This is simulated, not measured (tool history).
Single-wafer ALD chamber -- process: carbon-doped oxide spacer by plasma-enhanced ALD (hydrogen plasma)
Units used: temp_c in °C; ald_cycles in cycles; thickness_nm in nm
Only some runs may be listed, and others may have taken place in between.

run,hour,temp_c,ald_cycles,thickness_nm
1,0.0,420,567,27.829
2,7.9,417,579,28.568
3,16.8,417,502,24.727
4,26.4,417,443,21.899
5,30.1,417,406,19.985
6,32.1,425,406,19.628
7,40.3,420,459,22.342
8,50.0,417,497,24.420
9,58.6,417,497,24.525
10,64.3,413,519,25.821

Predict the results of run 11:
11,71.6,410,540,?

Run 11 measured thickness_nm 27.077 nm.

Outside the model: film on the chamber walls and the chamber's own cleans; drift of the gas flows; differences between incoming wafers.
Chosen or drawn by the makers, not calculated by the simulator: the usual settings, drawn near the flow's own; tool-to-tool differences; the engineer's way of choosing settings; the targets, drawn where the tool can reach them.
